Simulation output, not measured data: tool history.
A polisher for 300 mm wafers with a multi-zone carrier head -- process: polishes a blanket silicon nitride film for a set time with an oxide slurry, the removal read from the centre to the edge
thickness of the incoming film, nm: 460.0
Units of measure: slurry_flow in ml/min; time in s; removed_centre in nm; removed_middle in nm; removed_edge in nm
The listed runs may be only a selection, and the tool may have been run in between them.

run,hour,slurry_flow,centre_zone,middle_zone,edge_zone,slurry_solids,time,removed_centre,removed_middle,removed_edge
1,0.0,270,1.00,1.00,1.00,1.00,59,38.436,39.762,39.835
2,8.1,275,0.99,1.03,1.04,1.15,62,41.844,43.613,44.516
3,10.5,275,1.06,1.03,1.04,1.15,62,45.383,45.759,44.771
4,12.6,275,1.06,0.95,1.04,1.15,62,44.809,42.103,44.786
5,14.4,275,1.02,1.01,1.06,1.25,65,45.680,46.866,48.537
6,22.0,275,1.02,1.01,1.09,1.25,65,46.962,46.257,48.851
7,29.3,275,1.00,1.04,1.08,1.35,68,48.840,52.023,52.883

Run 8 is up next; what results do you expect?
8,36.2,275,0.99,1.06,1.09,1.40,70,?,?,?

removed_centre: 50.732 nm
removed_middle: 54.500 nm
removed_edge: 54.720 nm
